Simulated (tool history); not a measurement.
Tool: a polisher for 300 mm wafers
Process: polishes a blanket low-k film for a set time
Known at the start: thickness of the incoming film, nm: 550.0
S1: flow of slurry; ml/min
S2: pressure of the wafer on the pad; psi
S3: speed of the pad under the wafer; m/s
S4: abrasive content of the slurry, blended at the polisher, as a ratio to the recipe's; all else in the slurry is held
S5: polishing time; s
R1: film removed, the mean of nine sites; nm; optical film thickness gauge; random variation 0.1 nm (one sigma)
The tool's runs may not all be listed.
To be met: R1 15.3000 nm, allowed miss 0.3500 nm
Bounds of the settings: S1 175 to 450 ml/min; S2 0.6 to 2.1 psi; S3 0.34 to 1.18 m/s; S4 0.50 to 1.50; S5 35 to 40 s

| run | hour | S1 | S2 | S3 | S4 | S5 | R1 |
|---|---|---|---|---|---|---|---|
| 1 | 0.0 | 290 | 1.3 | 0.76 | 1.00 | 40 | 10.5040 |
| 2 | 8.4 | 290 | 1.4 | 0.76 | 1.00 | 40 | 11.2280 |
| 3 | 12.5 | 300 | 1.6 | 0.76 | 1.00 | 40 | 12.7970 |
| 4 | 13.3 | 300 | 1.6 | 0.58 | 1.00 | 40 | 10.7760 |
| 5 | 19.3 | 300 | 1.6 | 0.48 | 1.00 | 40 | 9.6419 |
| 6 | 27.4 | 300 | 1.6 | 0.48 | 0.80 | 40 | 8.6120 |
| 7 | 35.5 | 300 | 1.6 | 0.48 | 0.80 | 40 | 8.5406 |
| 8 | 41.7 | 300 | 1.7 | 0.50 | 0.80 | 40 | 9.3918 |
| 9 | 43.2 | 300 | 1.7 | 0.52 | 0.80 | 40 | 9.5524 |
| 10 | 46.6 | 320 | 2.1 | 0.70 | 0.80 | 40 | 14.1690 |
| 11 | 54.8 | 320 | 2.1 | 0.74 | 0.80 | 40 | 14.8390 |

4 next moves are on the table. One of them brings every result within its allowed miss. Which?
| A | 63.0 | 315 | 2.1 | 0.90 | 0.85 | 38 | ? |
| B | 63.0 | 335 | 2.1 | 0.78 | 0.90 | 40 | ? |
| C | 63.0 | 300 | 2.1 | 0.66 | 1.15 | 38 | ? |
| D | 63.0 | 255 | 2.0 | 0.88 | 0.90 | 40 | ? |

| move | R1 |
|---|---|
| A | 16.5550 |
| B | 16.4140 |
| C | 15.5520 |
| D | 16.4820 |
A: takes the result that was furthest off past its target
B: takes the result that was furthest off past its target
C: meets every target
D: takes the result that was furthest off past its target
The right move is C.
